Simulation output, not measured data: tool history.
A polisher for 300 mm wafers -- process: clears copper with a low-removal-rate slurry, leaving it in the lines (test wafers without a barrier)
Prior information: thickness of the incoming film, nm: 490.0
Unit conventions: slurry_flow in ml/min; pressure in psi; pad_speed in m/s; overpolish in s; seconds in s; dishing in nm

run	day	slurry_flow	pressure	pad_speed	slurry_solids	overpolish	seconds	dishing
1	0.000	235	3.6	1.32	1.00	25	98.863	56.094
2	0.129	235	3.6	1.32	1.00	20	99.067	48.562
3	0.304	240	3.0	1.50	1.05	16	106.770	38.917
4	0.492	240	3.5	1.50	1.05	16	89.587	44.128
5	0.688	275	2.9	1.66	1.20	14	96.298	36.810
6	1.046	275	2.9	1.66	1.20	23	97.646	52.365
7	1.354	300	2.6	1.78	1.30	19	98.475	45.377
8	1.425	255	2.4	1.86	1.05	16	109.520	36.202
9	1.617	220	2.5	1.92	0.90	14	111.850	33.500
10	1.938	225	2.5	1.96	0.95	12	106.290	30.136
11	2.133	250	2.5	2.02	1.20	8	95.029	23.738

Run 12 is up next; what results do you expect?
12	2.221	255	2.5	2.02	1.20	8	?	?

seconds: 96.767 s
dishing: 23.867 nm
